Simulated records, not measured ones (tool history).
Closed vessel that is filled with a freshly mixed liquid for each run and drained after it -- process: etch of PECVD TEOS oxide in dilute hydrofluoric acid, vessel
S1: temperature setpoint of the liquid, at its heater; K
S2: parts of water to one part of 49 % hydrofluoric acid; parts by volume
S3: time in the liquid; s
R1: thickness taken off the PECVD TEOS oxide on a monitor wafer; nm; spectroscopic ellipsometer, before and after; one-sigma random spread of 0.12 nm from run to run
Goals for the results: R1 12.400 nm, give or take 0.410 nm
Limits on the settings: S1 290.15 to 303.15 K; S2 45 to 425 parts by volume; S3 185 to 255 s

Run 1, hour 0.0: S1 295.15 K, S2 235 parts by volume, S3 255 s. Result: R1 17.596 nm.
Run 2, hour 8.9: S1 294.65 K, S2 240 parts by volume, S3 255 s. Result: R1 16.894 nm.
Run 3, hour 17.4: S1 294.15 K, S2 245 parts by volume, S3 255 s. Result: R1 16.258 nm.
Run 4, hour 25.2: S1 293.65 K, S2 250 parts by volume, S3 255 s. Result: R1 15.419 nm.
Run 5, hour 28.8: S1 295.15 K, S2 250 parts by volume, S3 255 s. Result: R1 16.240 nm.
Run 6, hour 32.4: S1 294.65 K, S2 255 parts by volume, S3 255 s. Result: R1 15.476 nm.
Run 7, hour 36.0: S1 294.15 K, S2 255 parts by volume, S3 255 s. Result: R1 15.467 nm.
Run 8, hour 44.2: S1 293.65 K, S2 260 parts by volume, S3 255 s. Result: R1 14.640 nm.

Exactly one of the 5 candidate moves below puts every result within its allowed miss. Which one?
Run A, hour 52.4: S1 294.15 K, S2 295 parts by volume, S3 250 s. Result: R1 ?.
Run B, hour 52.4: S1 293.15 K, S2 270 parts by volume, S3 250 s. Result: R1 ?.
Run C, hour 52.4: S1 292.65 K, S2 245 parts by volume, S3 255 s. Result: R1 ?.
Run D, hour 52.4: S1 293.15 K, S2 280 parts by volume, S3 255 s. Result: R1 ?.
Run E, hour 52.4: S1 297.15 K, S2 265 parts by volume, S3 185 s. Result: R1 ?.

move      R1
   A  12.496
   B  13.467
   C  15.203
   D  13.125
   E  11.796
A: all results land within tolerance of their targets
B: nearer the targets than the last run, but a result is still out of spec
C: the biggest miss grows against the last run
D: nearer the targets than the last run, but a result is still out of spec
E: pushes the last run's worst result past its target
Answer: A
